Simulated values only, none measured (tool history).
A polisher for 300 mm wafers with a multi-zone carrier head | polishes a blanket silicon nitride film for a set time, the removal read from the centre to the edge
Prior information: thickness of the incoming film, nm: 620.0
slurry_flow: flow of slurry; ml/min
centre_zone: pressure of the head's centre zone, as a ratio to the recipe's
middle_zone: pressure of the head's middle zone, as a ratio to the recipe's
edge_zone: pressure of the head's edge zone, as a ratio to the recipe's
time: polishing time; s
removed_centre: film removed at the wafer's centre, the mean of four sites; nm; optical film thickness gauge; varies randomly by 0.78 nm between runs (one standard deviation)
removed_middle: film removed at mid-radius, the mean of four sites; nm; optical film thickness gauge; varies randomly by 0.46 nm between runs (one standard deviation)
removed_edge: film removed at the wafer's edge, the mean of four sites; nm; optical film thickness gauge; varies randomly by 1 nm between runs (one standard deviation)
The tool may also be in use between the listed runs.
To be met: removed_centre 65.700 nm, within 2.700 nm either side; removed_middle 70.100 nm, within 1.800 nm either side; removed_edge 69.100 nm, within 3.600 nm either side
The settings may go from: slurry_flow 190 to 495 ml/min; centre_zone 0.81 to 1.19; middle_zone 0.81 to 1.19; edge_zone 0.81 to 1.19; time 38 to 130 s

{"run": 1, "hour": 0.0, "slurry_flow": 320, "centre_zone": 1.0, "middle_zone": 1.0, "edge_zone": 1.0, "time": 84, "removed_centre": 122.74, "removed_middle": 124.74, "removed_edge": 120.68}
{"run": 2, "hour": 7.4, "slurry_flow": 315, "centre_zone": 0.97, "middle_zone": 0.98, "edge_zone": 0.97, "time": 74, "removed_centre": 104.65, "removed_middle": 108.9, "removed_edge": 103.15}
{"run": 3, "hour": 9.7, "slurry_flow": 310, "centre_zone": 0.94, "middle_zone": 0.94, "edge_zone": 0.95, "time": 68, "removed_centre": 93.544, "removed_middle": 95.239, "removed_edge": 96.272}
{"run": 4, "hour": 13.6, "slurry_flow": 310, "centre_zone": 0.94, "middle_zone": 0.94, "edge_zone": 0.95, "time": 58, "removed_centre": 79.506, "removed_middle": 81.916, "removed_edge": 80.758}
{"run": 5, "hour": 21.3, "slurry_flow": 310, "centre_zone": 0.97, "middle_zone": 0.94, "edge_zone": 0.95, "time": 58, "removed_centre": 83.462, "removed_middle": 80.609, "removed_edge": 82.316}
{"run": 6, "hour": 25.9, "slurry_flow": 310, "centre_zone": 0.97, "middle_zone": 0.94, "edge_zone": 0.86, "time": 58, "removed_centre": 84.13, "removed_middle": 81.383, "removed_edge": 77.817}
{"run": 7, "hour": 32.3, "slurry_flow": 310, "centre_zone": 0.94, "middle_zone": 0.93, "edge_zone": 0.85, "time": 56, "removed_centre": 75.105, "removed_middle": 78.242, "removed_edge": 74.742}
{"run": 8, "hour": 36.4, "slurry_flow": 310, "centre_zone": 0.93, "middle_zone": 0.92, "edge_zone": 0.84, "time": 55, "removed_centre": 76.298, "removed_middle": 76.08, "removed_edge": 72.575}
{"run": 9, "hour": 37.8, "slurry_flow": 305, "centre_zone": 0.9, "middle_zone": 0.91, "edge_zone": 0.84, "time": 55, "removed_centre": 72.74, "removed_middle": 75.275, "removed_edge": 73.028}
{"run": 10, "hour": 43.0, "slurry_flow": 300, "centre_zone": 0.89, "middle_zone": 0.9, "edge_zone": 0.83, "time": 54, "removed_centre": 70.899, "removed_middle": 72.755, "removed_edge": 72.372}
{"run": 11, "hour": 44.1, "slurry_flow": 300, "centre_zone": 0.88, "middle_zone": 0.9, "edge_zone": 0.83, "time": 53, "removed_centre": 69.505, "removed_middle": 72.505, "removed_edge": 68.702}
{"run": 12, "hour": 53.0, "slurry_flow": 295, "centre_zone": 0.87, "middle_zone": 0.89, "edge_zone": 0.84, "time": 53, "removed_centre": 68.703, "removed_middle": 71.478, "removed_edge": 68.555}

Which one of the following 5 next-run settings gets every result inside its allowed miss? There is exactly one.
{"run": "A", "hour": 61.9, "slurry_flow": 315, "centre_zone": 0.84, "middle_zone": 0.89, "edge_zone": 0.88, "time": 52, "removed_centre": "?", "removed_middle": "?", "removed_edge": "?"}
{"run": "B", "hour": 61.9, "slurry_flow": 190, "centre_zone": 1.05, "middle_zone": 0.98, "edge_zone": 0.81, "time": 52, "removed_centre": "?", "removed_middle": "?", "removed_edge": "?"}
{"run": "C", "hour": 61.9, "slurry_flow": 205, "centre_zone": 0.93, "middle_zone": 0.85, "edge_zone": 0.86, "time": 55, "removed_centre": "?", "removed_middle": "?", "removed_edge": "?"}
{"run": "D", "hour": 61.9, "slurry_flow": 275, "centre_zone": 0.85, "middle_zone": 0.95, "edge_zone": 0.84, "time": 54, "removed_centre": "?", "removed_middle": "?", "removed_edge": "?"}
{"run": "E", "hour": 61.9, "slurry_flow": 275, "centre_zone": 0.95, "middle_zone": 0.87, "edge_zone": 0.81, "time": 52, "removed_centre": "?", "removed_middle": "?", "removed_edge": "?"}

move=A removed_centre=66.095 removed_middle=71.007 removed_edge=70.498
move=B removed_centre=73.145 removed_middle=72.300 removed_edge=64.799
move=C removed_centre=71.322 removed_middle=68.740 removed_edge=71.093
move=D removed_centre=68.235 removed_middle=76.803 removed_edge=70.899
move=E removed_centre=71.382 removed_middle=68.719 removed_edge=67.262
A: hits every target within its allowed miss
B: lands further from the targets than the last run did
C: lands further from the targets than the last run did
D: the worst result of the last run now meets its target, but another is out of spec
E: lands further from the targets than the last run did
A meets every target.
